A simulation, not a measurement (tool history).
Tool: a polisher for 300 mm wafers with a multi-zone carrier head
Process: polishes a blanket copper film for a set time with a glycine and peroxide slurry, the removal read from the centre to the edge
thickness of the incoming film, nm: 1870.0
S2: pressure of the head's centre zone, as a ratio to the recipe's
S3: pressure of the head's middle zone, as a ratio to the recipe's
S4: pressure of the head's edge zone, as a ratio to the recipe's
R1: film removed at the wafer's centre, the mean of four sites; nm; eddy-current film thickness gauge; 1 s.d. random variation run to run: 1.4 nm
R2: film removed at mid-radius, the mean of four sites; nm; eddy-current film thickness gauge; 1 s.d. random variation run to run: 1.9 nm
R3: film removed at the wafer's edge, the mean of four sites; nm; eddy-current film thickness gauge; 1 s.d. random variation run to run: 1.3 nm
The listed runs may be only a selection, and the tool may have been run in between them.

Run 1, hour 0.0: flow of slurry (ml/min) 140, S2 1.00, S3 1.00, S4 1.00, polishing time (s) 84. Result: R1 352.33 nm, R2 343.85 nm, R3 351.26 nm.
Run 2, hour 3.8: flow of slurry (ml/min) 140, S2 1.00, S3 1.00, S4 1.00, polishing time (s) 65. Result: R1 271.68 nm, R2 270.07 nm, R3 271.66 nm.
Run 3, hour 11.1: flow of slurry (ml/min) 130, S2 1.03, S3 0.94, S4 0.97, polishing time (s) 58. Result: R1 245.83 nm, R2 222.22 nm, R3 236.04 nm.
Run 4, hour 17.1: flow of slurry (ml/min) 130, S2 1.03, S3 0.89, S4 0.97, polishing time (s) 58. Result: R1 243.47 nm, R2 213.39 nm, R3 233.50 nm.
Run 5, hour 19.6: flow of slurry (ml/min) 115, S2 1.05, S3 0.86, S4 0.93, polishing time (s) 56. Result: R1 233.17 nm, R2 195.09 nm, R3 215.92 nm.
Run 6, hour 22.8: flow of slurry (ml/min) 115, S2 1.05, S3 0.86, S4 0.93, polishing time (s) 76. Result: R1 317.10 nm, R2 265.66 nm, R3 294.87 nm.
Run 7, hour 25.2: flow of slurry (ml/min) 115, S2 1.06, S3 0.84, S4 0.92, polishing time (s) 66. Result: R1 275.23 nm, R2 222.96 nm, R3 252.34 nm.

Run 8 has not been measured yet. What should we expect?
Run 8, hour 27.7: flow of slurry (ml/min) 110, S2 1.07, S3 0.83, S4 0.90, polishing time (s) 60. Result: R1 ?, R2 ?, R3 ?.

R1: 249.56 nm
R2: 201.87 nm
R3: 225.29 nm
